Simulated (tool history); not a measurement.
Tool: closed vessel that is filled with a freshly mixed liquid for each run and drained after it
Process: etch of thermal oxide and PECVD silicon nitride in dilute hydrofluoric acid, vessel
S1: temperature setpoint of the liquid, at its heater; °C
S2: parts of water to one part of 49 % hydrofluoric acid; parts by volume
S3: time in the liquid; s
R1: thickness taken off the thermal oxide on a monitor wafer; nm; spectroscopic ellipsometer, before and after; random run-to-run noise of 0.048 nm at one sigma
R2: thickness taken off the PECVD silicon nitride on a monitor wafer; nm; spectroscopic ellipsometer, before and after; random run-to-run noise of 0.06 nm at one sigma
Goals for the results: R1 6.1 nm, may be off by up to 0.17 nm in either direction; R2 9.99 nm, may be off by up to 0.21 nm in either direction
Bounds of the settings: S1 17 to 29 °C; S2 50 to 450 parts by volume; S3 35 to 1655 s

run 1 hour=0 | S1=21 S2=250 S3=845 | R1=12.583 R2=15.94
run 2 hour=4.4 | S1=21 S2=250 S3=585 | R1=8.6799 R2=11.018
run 3 hour=10.8 | S1=21 S2=215 S3=585 | R1=10.391 R2=12.589
run 4 hour=16.8 | S1=21.5 S2=240 S3=610 | R1=9.5775 R2=12.275
run 5 hour=23.6 | S1=18.5 S2=240 S3=610 | R1=8.693 R2=10.062
run 6 hour=26.6 | S1=19.5 S2=265 S3=630 | R1=8.2153 R2=10.049
run 7 hour=34.3 | S1=20 S2=285 S3=645 | R1=7.942 R2=9.968
run 8 hour=40.6 | S1=21 S2=305 S3=660 | R1=7.7581 R2=10.084
run 9 hour=48.3 | S1=22 S2=325 S3=675 | R1=7.4236 R2=10.313
run 10 hour=54.9 | S1=24.5 S2=415 S3=780 | R1=6.8356 R2=11.063
run 11 hour=60.5 | S1=24.5 S2=420 S3=785 | R1=6.6826 R2=10.878

Consider the 5 candidate settings below. Which is the only one whose results all fall within their allowed miss of target?
run A hour=66.1 | S1=25 S2=450 S3=805 | R1=? R2=?
run B hour=66.1 | S1=20 S2=350 S3=795 | R1=? R2=?
run C hour=66.1 | S1=22.5 S2=385 S3=755 | R1=? R2=?
run D hour=66.1 | S1=24 S2=400 S3=845 | R1=? R2=?
run E hour=66.1 | S1=24.5 S2=440 S3=760 | R1=? R2=?

move=A R1=6.3389 R2=10.753
move=B R1=7.4237 R2=10.059
move=C R1=6.7804 R2=10.154
move=D R1=7.5769 R2=11.97
move=E R1=6.0772 R2=10.086
A: better than the last run, though not everything is in spec
B: corrects the largest miss of the last run, while another result sits out of spec
C: corrects the largest miss of the last run, while another result sits out of spec
D: the biggest miss grows against the last run
E: all results in spec
The right move is E.
